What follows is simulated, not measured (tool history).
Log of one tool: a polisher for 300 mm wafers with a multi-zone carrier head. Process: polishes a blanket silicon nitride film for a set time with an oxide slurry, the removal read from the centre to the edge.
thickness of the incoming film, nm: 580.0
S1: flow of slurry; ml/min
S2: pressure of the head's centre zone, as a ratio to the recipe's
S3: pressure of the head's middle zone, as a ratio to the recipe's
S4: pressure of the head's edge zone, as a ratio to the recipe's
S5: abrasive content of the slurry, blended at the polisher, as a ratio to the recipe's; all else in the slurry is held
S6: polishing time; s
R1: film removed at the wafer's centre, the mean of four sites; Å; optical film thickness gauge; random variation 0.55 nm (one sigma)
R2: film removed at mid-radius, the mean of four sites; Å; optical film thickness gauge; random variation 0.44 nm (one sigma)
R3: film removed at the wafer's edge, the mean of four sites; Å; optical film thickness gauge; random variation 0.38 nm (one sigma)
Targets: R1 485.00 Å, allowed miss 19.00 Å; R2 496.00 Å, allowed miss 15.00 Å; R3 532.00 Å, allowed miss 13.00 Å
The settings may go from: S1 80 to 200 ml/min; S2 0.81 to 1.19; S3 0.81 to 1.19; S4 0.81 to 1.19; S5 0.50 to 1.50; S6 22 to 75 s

Run 1, hour 0.0: S1 130 ml/min, S2 1.00, S3 1.00, S4 1.00, S5 1.00, S6 48 s. Result: R1 653.30 Å, R2 629.69 Å, R3 628.78 Å.
Run 2, hour 2.3: S1 130 ml/min, S2 1.00, S3 1.00, S4 1.00, S5 0.90, S6 48 s. Result: R1 625.84 Å, R2 594.70 Å, R3 591.68 Å.
Run 3, hour 9.8: S1 125 ml/min, S2 0.98, S3 0.99, S4 0.99, S5 0.90, S6 48 s. Result: R1 614.27 Å, R2 592.23 Å, R3 585.40 Å.
Run 4, hour 18.5: S1 120 ml/min, S2 0.96, S3 0.97, S4 1.00, S5 0.90, S6 48 s. Result: R1 588.72 Å, R2 569.58 Å, R3 582.30 Å.
Run 5, hour 19.1: S1 115 ml/min, S2 0.94, S3 0.96, S4 1.00, S5 0.90, S6 48 s. Result: R1 568.50 Å, R2 565.52 Å, R3 585.76 Å.
Run 6, hour 21.3: S1 110 ml/min, S2 0.93, S3 0.95, S4 0.99, S5 0.90, S6 48 s. Result: R1 549.14 Å, R2 550.21 Å, R3 567.43 Å.
Run 7, hour 25.2: S1 105 ml/min, S2 0.92, S3 0.94, S4 0.99, S5 0.90, S6 48 s. Result: R1 545.12 Å, R2 546.41 Å, R3 565.59 Å.
Run 8, hour 33.5: S1 100 ml/min, S2 0.91, S3 0.93, S4 0.99, S5 0.90, S6 48 s. Result: R1 536.93 Å, R2 544.95 Å, R3 560.30 Å.
At hour 39.1: centre zone pressure recalibrated.
Run 9, hour 39.1: S1 80 ml/min, S2 0.85, S3 0.84, S4 0.98, S5 0.85, S6 48 s. Result: R1 428.32 Å, R2 462.50 Å, R3 525.70 Å.
Run 10, hour 46.1: S1 85 ml/min, S2 0.86, S3 0.85, S4 0.97, S5 0.85, S6 48 s. Result: R1 440.92 Å, R2 468.96 Å, R3 526.48 Å.

5 next moves are on the table. One of them brings every result within its allowed miss. Which?
Run A, hour 53.1: S1 100 ml/min, S2 1.04, S3 0.95, S4 0.89, S5 1.00, S6 43 s. Result: R1 ?, R2 ?, R3 ?.
Run B, hour 53.1: S1 80 ml/min, S2 0.84, S3 0.82, S4 1.01, S5 0.80, S6 49 s. Result: R1 ?, R2 ?, R3 ?.
Run C, hour 53.1: S1 95 ml/min, S2 0.89, S3 0.95, S4 0.99, S5 0.95, S6 43 s. Result: R1 ?, R2 ?, R3 ?.
Run D, hour 53.1: S1 90 ml/min, S2 0.89, S3 0.83, S4 0.85, S5 1.15, S6 43 s. Result: R1 ?, R2 ?, R3 ?.
Run E, hour 53.1: S1 85 ml/min, S2 0.94, S3 0.87, S4 1.04, S5 0.95, S6 43 s. Result: R1 ?, R2 ?, R3 ?.

move      R1      R2      R3
   A  536.79  518.88  511.37
   B  407.94  447.22  525.07
   C  440.49  499.31  518.70
   D  479.53  497.73  530.20
   E  452.21  458.83  523.03
A: takes the result that was furthest off past its target
B: further off than the last run
C: as far off as the last run
D: meets every target
E: further off than the last run
Move D is the one to make.
